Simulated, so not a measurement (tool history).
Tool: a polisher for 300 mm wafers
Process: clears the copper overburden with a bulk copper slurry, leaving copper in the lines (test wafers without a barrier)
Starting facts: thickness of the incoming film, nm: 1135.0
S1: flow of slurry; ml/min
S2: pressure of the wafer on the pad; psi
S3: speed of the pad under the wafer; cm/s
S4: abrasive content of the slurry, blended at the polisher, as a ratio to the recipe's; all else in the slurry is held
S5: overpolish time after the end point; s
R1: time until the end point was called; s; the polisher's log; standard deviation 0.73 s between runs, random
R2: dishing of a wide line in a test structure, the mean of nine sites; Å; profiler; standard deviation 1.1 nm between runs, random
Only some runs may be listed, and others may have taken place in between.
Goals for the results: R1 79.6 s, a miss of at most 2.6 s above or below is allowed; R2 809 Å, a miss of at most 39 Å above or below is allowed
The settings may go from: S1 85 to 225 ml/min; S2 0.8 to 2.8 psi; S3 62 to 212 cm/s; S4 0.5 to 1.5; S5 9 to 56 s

| run | day | S1 | S2 | S3 | S4 | S5 | R1 | R2 |
|---|---|---|---|---|---|---|---|---|
| 1 | 0 | 145 | 1.8 | 136 | 1 | 29 | 136.24 | 757.42 |
| 2 | 0.367 | 145 | 1.8 | 136 | 1 | 38 | 134.09 | 816.75 |
| 3 | 0.688 | 145 | 1.5 | 136 | 1 | 38 | 149.77 | 750.66 |
| 4 | 0.996 | 150 | 1.7 | 146 | 1 | 30 | 131.81 | 760 |
| 5 | 1.238 | 150 | 1.9 | 156 | 1.05 | 25 | 113.75 | 770.38 |
| 6 | 1.579 | 155 | 2.1 | 160 | 1.05 | 21 | 101.44 | 790.36 |
| 7 | 1.933 | 160 | 2.2 | 162 | 1.05 | 18 | 97.902 | 763.29 |
| 8 | 2.133 | 165 | 2.7 | 164 | 1.05 | 15 | 83.695 | 786.83 |

Consider the 4 candidate settings below. Which is the only one whose results all fall within their allowed miss of target?
| A | 2.333 | 130 | 2.5 | 164 | 1.05 | 18 | ? | ? |
| B | 2.333 | 135 | 2.6 | 172 | 1 | 17 | ? | ? |
| C | 2.333 | 145 | 2.3 | 192 | 1.2 | 18 | ? | ? |
| D | 2.333 | 170 | 2.5 | 148 | 1.4 | 21 | ? | ? |

| move | R1 | R2 |
|---|---|---|
| A | 92.822 | 789.9 |
| B | 86.528 | 798.69 |
| C | 78.937 | 814.18 |
| D | 89.073 | 834.26 |
A: its largest miss is bigger than the last run's
B: its largest miss is bigger than the last run's
C: all results land within tolerance of their targets
D: its largest miss is bigger than the last run's
Correct choice: C, which meets every target
